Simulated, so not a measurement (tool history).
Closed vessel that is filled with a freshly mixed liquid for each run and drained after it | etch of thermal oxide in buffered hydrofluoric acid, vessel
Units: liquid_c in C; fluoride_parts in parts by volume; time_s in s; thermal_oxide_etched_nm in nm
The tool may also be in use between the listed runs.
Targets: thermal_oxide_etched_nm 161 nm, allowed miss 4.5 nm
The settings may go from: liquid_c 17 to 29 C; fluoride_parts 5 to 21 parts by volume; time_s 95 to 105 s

run	hour	liquid_c	fluoride_parts	time_s	thermal_oxide_etched_nm
1	0	21	13	95	69.657
2	7.7	22	12.5	95	75.539
3	13.2	23	12	95	83.896
4	14.2	23	10	95	100.46
5	21.1	21	10	95	89.802
6	21.8	21	7	95	126.68
7	28.2	21.5	7	95	129.42
8	37.1	22	7	95	133.78
9	39.6	22.5	7	95	136.8
10	42.6	23	7	95	141.03
11	48.6	23.5	7	95	143.54
12	57	24	7	95	147.44

4 next moves are on the table. One of them brings every result within its allowed miss. Which?
A	65.4	22.5	7.5	95	?
B	65.4	26	7	100	?
C	65.4	24.5	7	95	?
D	65.4	25	7.5	105	?

move	thermal_oxide_etched_nm
A	126.67
B	173.74
C	152.21
D	160.46
A: further off than the last run
B: takes the result that was furthest off past its target
C: nearer than the last run, and not there yet
D: meets every target
Move D is the one to make.
